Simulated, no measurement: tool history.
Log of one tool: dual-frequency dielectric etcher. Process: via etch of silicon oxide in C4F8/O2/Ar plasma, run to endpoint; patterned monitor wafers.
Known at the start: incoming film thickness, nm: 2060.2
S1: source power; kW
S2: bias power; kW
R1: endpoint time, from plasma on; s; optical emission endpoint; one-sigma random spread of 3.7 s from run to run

{"run": 1, "day": 0.0, "S1": 2.53, "S2": 1.598, "R1": 343.65}
{"run": 2, "day": 0.275, "S1": 2.53, "S2": 1.852, "R1": 329.58}
{"run": 3, "day": 0.642, "S1": 2.53, "S2": 2.01, "R1": 323.11}
{"run": 4, "day": 0.875, "S1": 2.53, "S2": 1.819, "R1": 328.13}
{"day": 1.146, "done": "source power generator calibrated"}
{"run": 5, "day": 1.146, "S1": 2.28, "S2": 1.819, "R1": 364.19}
{"run": 6, "day": 1.225, "S1": 2.62, "S2": 1.819, "R1": 335.22}
{"run": 7, "day": 1.254, "S1": 2.34, "S2": 1.651, "R1": 368.88}
{"run": 8, "day": 1.483, "S1": 2.21, "S2": 1.635, "R1": 382.81}
{"run": 9, "day": 1.6, "S1": 2.1, "S2": 1.621, "R1": 399.04}
{"run": 10, "day": 1.783, "S1": 1.64, "S2": 1.54, "R1": 479.45}
{"run": 11, "day": 1.879, "S1": 1.7, "S2": 1.546, "R1": 471.08}

Run 12 has not been measured yet. What should we expect?
{"run": 12, "day": 1.908, "S1": 1.74, "S2": 1.551, "R1": "?"}

R1: 457.39 s
